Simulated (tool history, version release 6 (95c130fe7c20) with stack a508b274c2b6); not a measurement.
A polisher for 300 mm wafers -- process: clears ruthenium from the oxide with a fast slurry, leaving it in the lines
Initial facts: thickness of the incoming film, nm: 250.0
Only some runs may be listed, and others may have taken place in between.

| run | hour | flow of slurry (ml/min) | pressure of the wafer on the pad (kPa) | speed of the pad under the wafer (cm/s) | abrasive content of the slurry | overpolish time after the end point (s) | time until the end point was called (s) | dishing of a wide line in a test structure (Å) |
|---|---|---|---|---|---|---|---|---|
| 1 | 0 | 240 | 18.6 | 84 | 1 | 17 | 71.062 | 453.59 |
| 2 | 8.8 | 240 | 18.6 | 84 | 0.85 | 17 | 74.193 | 428.22 |
| 3 | 9.4 | 240 | 18.6 | 84 | 0.85 | 19 | 76.716 | 472.18 |
| 4 | 12.4 | 240 | 18.6 | 76 | 0.85 | 19 | 86.008 | 426.87 |
| 5 | 14.5 | 240 | 22.8 | 76 | 0.85 | 19 | 68.676 | 504.42 |
| 6 | 22.9 | 240 | 26.2 | 76 | 0.85 | 19 | 59.579 | 594.45 |
| 7 | 27.1 | 240 | 24.8 | 76 | 0.85 | 18 | 63.61 | 526.48 |
| 8 | 33 | 240 | 23.4 | 76 | 0.85 | 18 | 67.431 | 506.18 |
| 9 | 34.2 | 240 | 22.8 | 76 | 0.85 | 17 | 67.001 | 491.64 |
|  | 34.7 | slurry nozzle cleaned |
| 10 | 34.7 | 240 | 21.4 | 76 | 0.85 | 16 | 71.645 | 412.81 |

Expected results for the next run?
| 11 | 40 | 240 | 20.7 | 76 | 0.85 | 16 | ? | ? |

{"run 11": {"time until the end point was called (s)": 72.884, "dishing of a wide line in a test structure (Å)": 417.8}}

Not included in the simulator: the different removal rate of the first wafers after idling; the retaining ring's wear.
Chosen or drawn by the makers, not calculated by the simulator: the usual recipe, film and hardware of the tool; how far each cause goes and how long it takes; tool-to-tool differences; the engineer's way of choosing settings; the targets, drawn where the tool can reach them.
